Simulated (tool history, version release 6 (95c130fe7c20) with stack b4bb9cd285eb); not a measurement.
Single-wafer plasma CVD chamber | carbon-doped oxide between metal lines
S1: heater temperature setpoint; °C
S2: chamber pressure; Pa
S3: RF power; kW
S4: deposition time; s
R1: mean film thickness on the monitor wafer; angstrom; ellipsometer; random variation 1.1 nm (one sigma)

Run 1, hour 0.0: S1 340 °C, S2 524 Pa, S3 0.665 kW, S4 26.5 s. Result: R1 1603.9 angstrom.
Run 2, hour 8.2: S1 340 °C, S2 524 Pa, S3 0.665 kW, S4 26.5 s. Result: R1 1598.9 angstrom.
Run 3, hour 16.8: S1 338 °C, S2 544 Pa, S3 0.675 kW, S4 26.5 s. Result: R1 1633.7 angstrom.
Run 4, hour 17.9: S1 338 °C, S2 544 Pa, S3 0.675 kW, S4 27.3 s. Result: R1 1693.0 angstrom.
Run 5, hour 24.2: S1 348 °C, S2 544 Pa, S3 0.675 kW, S4 27.3 s. Result: R1 1616.5 angstrom.
Run 6, hour 28.8: S1 345 °C, S2 555 Pa, S3 0.680 kW, S4 27.3 s. Result: R1 1657.2 angstrom.

Run 7 comes next. What will it give?
Run 7, hour 34.1: S1 343 °C, S2 564 Pa, S3 0.685 kW, S4 27.3 s. Result: R1 ?.

Run 7 gave R1 1684.8 angstrom.

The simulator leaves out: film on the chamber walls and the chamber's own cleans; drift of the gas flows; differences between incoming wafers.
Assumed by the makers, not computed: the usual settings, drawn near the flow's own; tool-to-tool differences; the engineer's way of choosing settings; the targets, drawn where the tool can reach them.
